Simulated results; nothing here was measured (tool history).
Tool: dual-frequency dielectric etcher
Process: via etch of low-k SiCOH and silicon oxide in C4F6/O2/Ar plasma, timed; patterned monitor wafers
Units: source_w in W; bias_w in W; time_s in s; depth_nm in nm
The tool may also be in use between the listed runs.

run	day	source_w	bias_w	time_s	depth_nm
1	0	480	178	38.5	116.68
2	0.275	450	168	38	110.15
3	0.325	450	181	38	112.26
4	0.396	420	175	38	108.65
5	0.683	400	169	38	104.54
6	0.879	440	169	38	108.97
7	1.017	410	165	38	105.48

The next listed run, before its measurement:
8	1.288	390	161	38	?

Run 8 gave depth_nm 102.77 nm.

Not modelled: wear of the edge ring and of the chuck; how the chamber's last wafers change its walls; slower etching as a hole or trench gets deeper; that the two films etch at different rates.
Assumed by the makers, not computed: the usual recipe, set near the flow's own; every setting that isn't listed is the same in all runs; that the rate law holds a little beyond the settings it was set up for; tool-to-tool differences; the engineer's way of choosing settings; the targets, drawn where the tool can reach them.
